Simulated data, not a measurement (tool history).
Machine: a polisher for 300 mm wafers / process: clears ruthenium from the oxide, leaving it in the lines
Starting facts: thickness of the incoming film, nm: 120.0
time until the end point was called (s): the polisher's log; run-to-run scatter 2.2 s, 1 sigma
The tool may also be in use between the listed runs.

run,hour,flow of slurry (ml/min),pressure of the wafer on the pad (kPa),speed of the pad under the wafer (m/s),overpolish time after the end point (s),time until the end point was called (s)
1,0.0,300,14.5,0.90,50,127.05
2,6.2,300,14.5,0.90,54,126.72
3,11.3,300,14.5,0.90,50,126.16
4,13.8,300,14.5,0.90,54,128.14
5,20.9,300,13.8,0.90,54,134.07
6,26.1,300,13.1,0.90,54,136.30
7,28.7,300,12.4,0.90,54,143.98

For run 8, what comes out?
8,33.2,300,11.7,0.90,54,?

{"run 8": {"time until the end point was called (s)": 153.08}}
